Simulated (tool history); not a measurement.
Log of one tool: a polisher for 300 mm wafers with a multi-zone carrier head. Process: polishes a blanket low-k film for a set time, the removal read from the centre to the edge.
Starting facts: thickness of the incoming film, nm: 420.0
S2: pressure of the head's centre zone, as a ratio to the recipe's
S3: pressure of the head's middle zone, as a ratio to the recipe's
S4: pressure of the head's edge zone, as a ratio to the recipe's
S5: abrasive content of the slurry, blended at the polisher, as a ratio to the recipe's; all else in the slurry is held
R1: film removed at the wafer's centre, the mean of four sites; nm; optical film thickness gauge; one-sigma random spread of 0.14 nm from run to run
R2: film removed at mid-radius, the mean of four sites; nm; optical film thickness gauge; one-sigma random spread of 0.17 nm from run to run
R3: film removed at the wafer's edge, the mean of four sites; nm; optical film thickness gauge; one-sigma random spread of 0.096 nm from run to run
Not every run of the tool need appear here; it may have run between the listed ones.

{"run": 1, "hour": 0.0, "flow of slurry (ml/min)": 120, "S2": 1.0, "S3": 1.0, "S4": 1.0, "S5": 1.0, "polishing time (s)": 79, "R1": 21.413, "R2": 21.995, "R3": 21.989}
{"run": 2, "hour": 5.8, "flow of slurry (ml/min)": 120, "S2": 1.03, "S3": 1.0, "S4": 1.0, "S5": 1.0, "polishing time (s)": 79, "R1": 22.087, "R2": 22.041, "R3": 21.877}
{"run": 3, "hour": 9.8, "flow of slurry (ml/min)": 120, "S2": 1.03, "S3": 1.0, "S4": 1.07, "S5": 1.0, "polishing time (s)": 79, "R1": 21.871, "R2": 21.824, "R3": 22.872}
{"run": 4, "hour": 14.2, "flow of slurry (ml/min)": 115, "S2": 1.04, "S3": 0.97, "S4": 1.01, "S5": 0.85, "polishing time (s)": 73, "R1": 18.661, "R2": 17.747, "R3": 18.294}
{"run": 5, "hour": 22.3, "flow of slurry (ml/min)": 115, "S2": 1.04, "S3": 0.97, "S4": 1.01, "S5": 0.85, "polishing time (s)": 90, "R1": 22.953, "R2": 21.462, "R3": 22.709}
{"run": 6, "hour": 30.4, "flow of slurry (ml/min)": 140, "S2": 1.04, "S3": 0.97, "S4": 1.01, "S5": 0.85, "polishing time (s)": 90, "R1": 23.606, "R2": 22.162, "R3": 22.935}
{"run": 7, "hour": 34.0, "flow of slurry (ml/min)": 140, "S2": 1.03, "S3": 0.94, "S4": 0.97, "S5": 0.75, "polishing time (s)": 82, "R1": 19.718, "R2": 18.339, "R3": 19.321}
{"run": 8, "hour": 38.3, "flow of slurry (ml/min)": 135, "S2": 1.04, "S3": 0.93, "S4": 0.93, "S5": 0.65, "polishing time (s)": 77, "R1": 16.786, "R2": 15.747, "R3": 15.834}

Run 9 comes next. What will it give?
{"run": 9, "hour": 42.3, "flow of slurry (ml/min)": 125, "S2": 1.04, "S3": 0.9, "S4": 0.89, "S5": 0.6, "polishing time (s)": 77, "R1": "?", "R2": "?", "R3": "?"}

{"run 9": {"R1": 15.038, "R2": 13.888, "R3": 14.226}}
